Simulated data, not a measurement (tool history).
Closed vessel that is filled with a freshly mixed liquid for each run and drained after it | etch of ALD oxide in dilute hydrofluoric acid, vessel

| run | hour | temperature setpoint of the liquid (°C) | parts of water to one part of 49 % hydrofluoric acid (parts by volume) | time in the liquid (s) | thickness taken off the ALD oxide on a monitor wafer (Å) |
|---|---|---|---|---|---|
| 1 | 0 | 25 | 250 | 95 | 89.629 |
| 2 | 6.7 | 26.5 | 250 | 95 | 94.243 |
| 3 | 13.7 | 28 | 230 | 95 | 111.05 |
| 4 | 22.4 | 29 | 215 | 95 | 124.4 |
| 5 | 26.7 | 30 | 205 | 95 | 138.61 |
| 6 | 28.7 | 30.5 | 195 | 95 | 148.8 |

Forecast run 7:
| 7 | 35.9 | 31 | 190 | 95 | ? |

{"run 7": {"thickness taken off the ALD oxide on a monitor wafer (Å)": 155.82}}
